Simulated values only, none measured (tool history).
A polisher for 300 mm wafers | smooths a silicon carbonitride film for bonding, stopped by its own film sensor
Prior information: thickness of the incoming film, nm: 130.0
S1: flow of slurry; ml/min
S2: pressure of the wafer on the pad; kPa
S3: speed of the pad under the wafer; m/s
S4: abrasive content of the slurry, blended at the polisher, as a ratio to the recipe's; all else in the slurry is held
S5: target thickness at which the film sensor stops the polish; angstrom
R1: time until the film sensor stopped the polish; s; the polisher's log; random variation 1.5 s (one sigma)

| run | hour | S1 | S2 | S3 | S4 | S5 | R1 |
|---|---|---|---|---|---|---|---|
| 1 | 0 | 310 | 15.2 | 0.72 | 1 | 1030 | 107.82 |
| 2 | 7.9 | 310 | 16.5 | 0.72 | 1 | 1030 | 99.024 |
| 3 | 12.1 | 310 | 15.2 | 0.72 | 1 | 1030 | 111.44 |
| 4 | 21 | 310 | 15.2 | 0.72 | 1.15 | 1030 | 107.93 |
| 5 | 23.6 | 310 | 15.9 | 0.72 | 1.15 | 1030 | 101.7 |
| 6 | 29.3 | 310 | 16.5 | 0.72 | 1.15 | 1030 | 94.669 |
| 7 | 38.2 | 310 | 16.5 | 0.72 | 1.15 | 1030 | 100.02 |

What does the tool deliver on the next run?
| 8 | 39.6 | 310 | 17.2 | 0.72 | 1.15 | 1030 | ? |

Run 8 came out at R1 94.55 s.

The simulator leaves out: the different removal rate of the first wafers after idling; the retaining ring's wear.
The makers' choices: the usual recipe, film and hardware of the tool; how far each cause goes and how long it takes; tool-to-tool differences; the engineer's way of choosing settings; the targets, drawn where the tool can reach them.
